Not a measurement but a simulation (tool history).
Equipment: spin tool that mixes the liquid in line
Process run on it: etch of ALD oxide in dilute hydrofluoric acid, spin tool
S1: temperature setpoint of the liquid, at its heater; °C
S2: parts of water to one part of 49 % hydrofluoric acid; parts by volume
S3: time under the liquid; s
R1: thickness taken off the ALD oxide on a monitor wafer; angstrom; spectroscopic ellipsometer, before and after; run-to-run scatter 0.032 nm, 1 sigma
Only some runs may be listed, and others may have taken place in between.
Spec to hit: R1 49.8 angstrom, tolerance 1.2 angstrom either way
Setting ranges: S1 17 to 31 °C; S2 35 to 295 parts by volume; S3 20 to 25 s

run	hour	S1	S2	S3	R1
1	0	23	165	25	24.167
2	6.3	23	165	25	23.861
3	6.8	23	120	25	34.677
4	10.6	24	120	25	35.783
5	18.6	24	120	25	35.697
6	23.8	25	120	25	37.458
7	32.2	25.5	120	25	38.605
8	37.1	26	120	25	38.925

5 candidate next runs follow, results not yet known. Just one meets every target within its allowed miss. Identify it.
A	42	26.5	140	25	?
B	42	29	140	25	?
C	42	24	90	25	?
D	42	23.5	125	25	?
E	42	23	75	25	?

move	R1
A	32.96
B	36.162
C	49.509
D	33.503
E	58.141
A: lands further from the targets than the last run did
B: lands further from the targets than the last run did
C: every result lands within tolerance
D: lands further from the targets than the last run did
E: takes the result that was furthest off past its target
C meets every target.
